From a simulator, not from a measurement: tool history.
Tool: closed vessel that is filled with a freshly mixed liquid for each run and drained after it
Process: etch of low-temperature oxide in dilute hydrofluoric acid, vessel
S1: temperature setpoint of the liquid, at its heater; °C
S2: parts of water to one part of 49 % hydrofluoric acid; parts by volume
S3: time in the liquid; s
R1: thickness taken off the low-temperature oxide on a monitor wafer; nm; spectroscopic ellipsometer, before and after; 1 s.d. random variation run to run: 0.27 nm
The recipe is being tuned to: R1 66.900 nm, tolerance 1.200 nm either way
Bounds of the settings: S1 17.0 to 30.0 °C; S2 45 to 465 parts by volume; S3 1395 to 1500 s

run,hour,S1,S2,S3,R1
1,0.0,22.0,255,1395,109.480
2,8.1,22.0,255,1500,118.610
3,13.1,25.0,255,1500,133.110
4,16.4,23.5,270,1500,116.690
5,19.0,23.5,350,1500,83.437
6,23.8,22.5,350,1500,80.523
7,30.8,21.5,350,1500,77.450
8,32.1,20.5,350,1500,75.026
# hour 36.2: hydrofluoric acid flow meter replaced
9,36.2,20.0,350,1500,64.741
10,45.2,20.5,350,1500,64.821

Consider the 5 candidate settings below. Which is the only one whose results all fall within their allowed miss of target?
A,54.2,21.0,355,1470,?
B,54.2,18.5,325,1410,?
C,54.2,20.0,340,1500,?
D,54.2,20.0,340,1430,?
E,54.2,17.0,310,1405,?

move,R1
A,64.188
B,63.090
C,66.876
D,63.755
E,63.119
A: further off than the last run
B: further off than the last run
C: every result within its allowed miss
D: further off than the last run
E: further off than the last run
The right move is C.
